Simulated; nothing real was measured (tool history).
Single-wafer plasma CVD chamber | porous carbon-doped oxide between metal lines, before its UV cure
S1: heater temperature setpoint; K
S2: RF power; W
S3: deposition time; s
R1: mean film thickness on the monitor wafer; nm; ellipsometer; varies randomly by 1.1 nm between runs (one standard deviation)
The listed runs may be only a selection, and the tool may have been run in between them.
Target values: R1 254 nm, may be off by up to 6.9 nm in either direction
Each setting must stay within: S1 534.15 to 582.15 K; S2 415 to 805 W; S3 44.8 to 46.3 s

| run | hour | S1 | S2 | S3 | R1 |
|---|---|---|---|---|---|
| 1 | 0 | 558.15 | 610 | 44.8 | 287.78 |
| 2 | 1.7 | 558.15 | 660 | 44.8 | 312.85 |
| 3 | 4.6 | 558.15 | 660 | 46.3 | 320.19 |
| 4 | 8.3 | 561.15 | 645 | 46.2 | 307.35 |
| 5 | 14.1 | 564.15 | 635 | 46.1 | 299.16 |
| 6 | 20.9 | 566.15 | 620 | 46 | 287.77 |
| 7 | 22.9 | 568.15 | 610 | 46 | 278.16 |
| 8 | 30.6 | 570.15 | 605 | 46 | 274.14 |
| 9 | 35.5 | 572.15 | 600 | 46 | 270.84 |
| 10 | 43.6 | 573.15 | 595 | 46 | 267.23 |
| 11 | 48.7 | 573.15 | 595 | 46 | 268.43 |
| 12 | 57.7 | 574.15 | 590 | 46 | 261.93 |

Consider the 4 candidate settings below. Which is the only one whose results all fall within their allowed miss of target?
| A | 66.7 | 574.15 | 630 | 45.3 | ? |
| B | 66.7 | 567.15 | 580 | 46.3 | ? |
| C | 66.7 | 579.15 | 610 | 44.8 | ? |
| D | 66.7 | 573.15 | 605 | 45.4 | ? |

| move | R1 |
|---|---|
| A | 278.32 |
| B | 273.17 |
| C | 259.57 |
| D | 269.75 |
A: the biggest miss grows against the last run
B: the biggest miss grows against the last run
C: each result inside its tolerance
D: the biggest miss grows against the last run
So the answer is move C, the one that meets all the targets.

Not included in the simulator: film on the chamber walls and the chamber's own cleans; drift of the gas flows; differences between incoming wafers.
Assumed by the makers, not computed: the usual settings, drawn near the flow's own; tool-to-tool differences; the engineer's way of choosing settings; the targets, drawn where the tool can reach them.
